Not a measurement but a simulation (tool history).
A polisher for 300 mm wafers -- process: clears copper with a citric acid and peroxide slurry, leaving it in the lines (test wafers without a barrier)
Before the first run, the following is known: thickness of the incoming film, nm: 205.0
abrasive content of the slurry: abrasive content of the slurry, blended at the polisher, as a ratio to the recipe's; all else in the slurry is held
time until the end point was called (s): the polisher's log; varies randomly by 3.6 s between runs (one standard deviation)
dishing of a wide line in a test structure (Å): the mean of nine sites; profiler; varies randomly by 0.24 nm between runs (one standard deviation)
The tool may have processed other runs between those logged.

run	hour	flow of slurry (ml/min)	pressure of the wafer on the pad (psi)	speed of the pad under the wafer (cm/s)	abrasive content of the slurry	overpolish time after the end point (s)	time until the end point was called (s)	dishing of a wide line in a test structure (Å)
1	0.0	170	2.1	110	1.00	16	120.55	173.49
2	4.3	170	2.1	110	1.00	20	119.13	214.36
3	11.0	210	2.1	110	1.00	20	118.06	215.92
4	15.7	210	1.8	110	1.00	20	135.94	188.19
5	18.2	210	1.6	102	1.00	21	163.47	170.20
6	22.8	210	1.6	118	1.00	21	140.21	195.77
7	25.7	210	1.5	110	1.00	22	160.05	179.14
8	27.5	210	1.4	104	1.00	23	177.86	169.21

Run 9 comes next. What will it give?
9	32.1	190	1.0	74	0.95	25	?	?

{"run 9": {"time until the end point was called (s)": 333.57, "dishing of a wide line in a test structure (Å)": 103.81}}
